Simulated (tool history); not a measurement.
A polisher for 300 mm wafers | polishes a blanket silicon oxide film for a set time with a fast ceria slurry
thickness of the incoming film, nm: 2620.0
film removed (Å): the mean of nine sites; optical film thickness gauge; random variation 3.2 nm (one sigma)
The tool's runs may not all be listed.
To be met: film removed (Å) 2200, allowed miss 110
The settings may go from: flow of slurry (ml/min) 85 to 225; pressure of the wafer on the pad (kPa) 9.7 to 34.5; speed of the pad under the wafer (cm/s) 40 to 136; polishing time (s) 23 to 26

run	hour	flow of slurry (ml/min)	pressure of the wafer on the pad (kPa)	speed of the pad under the wafer (cm/s)	polishing time (s)	film removed (Å)
1	0	145	22.1	88	26	3399.9
2	6.2	145	22.1	74	26	2862.7
3	12.8	145	26.2	74	26	3260.8
4	14.7	145	23.4	72	26	2871.2
5	18.9	145	23.4	64	26	2606.6
6	20.2	130	23.4	64	26	2579.2
7	28.9	130	22.1	64	26	2523.2
8	30.6	130	21.4	64	26	2412.1
9	32.2	130	20.7	64	26	2326.4

Which of these 4 next moves meets every target?
A	33.8	170	20.7	76	24	?
B	33.8	135	19.3	60	24	?
C	33.8	110	19.3	62	24	?
D	33.8	130	18.6	64	26	?

move	film removed (Å)
A	2715.4
B	1980.1
C	1960.1
D	2207.9
A: further off than the last run
B: takes the result that was furthest off past its target
C: takes the result that was furthest off past its target
D: meets every target
Move D is the one to make.

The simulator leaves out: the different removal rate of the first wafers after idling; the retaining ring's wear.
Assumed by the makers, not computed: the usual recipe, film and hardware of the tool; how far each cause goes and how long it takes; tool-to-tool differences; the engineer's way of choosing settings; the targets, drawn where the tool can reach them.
